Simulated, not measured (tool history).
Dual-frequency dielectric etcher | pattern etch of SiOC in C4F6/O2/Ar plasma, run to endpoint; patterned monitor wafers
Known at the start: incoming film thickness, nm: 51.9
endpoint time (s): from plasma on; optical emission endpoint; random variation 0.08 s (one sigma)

| run | hour | bias power (W) | source power (W) | endpoint time (s) |
|---|---|---|---|---|
| 1 | 0 | 548 | 460 | 16.225 |
| 2 | 1.6 | 507 | 450 | 16.795 |
| 3 | 3.2 | 507 | 530 | 15.628 |
| 4 | 3.8 | 467 | 510 | 16.481 |
| 5 | 7 | 436 | 500 | 17.035 |
| 6 | 15.6 | 436 | 560 | 16.251 |

Forecast run 7:
| 7 | 21 | 409 | 540 | ? |

Run 7 gave endpoint time (s) 16.887.
